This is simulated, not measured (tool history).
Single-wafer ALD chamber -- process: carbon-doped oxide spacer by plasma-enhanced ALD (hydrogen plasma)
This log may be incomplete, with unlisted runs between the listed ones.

run,hour,heater temperature setpoint (°C),number of ALD cycles (cycles),mean film thickness on the monitor wafer (angstrom)
1,0,410,436,217.34
2,9.3,410,396,196.68
3,14.4,407,410,207.08
4,15.8,404,417,212.38
5,25.4,401,424,217.58
6,34.7,399,431,223.09

Predict the results of run 7:
7,36.7,397,436,?

{"run 7": {"mean film thickness on the monitor wafer (angstrom)": 227.64}}
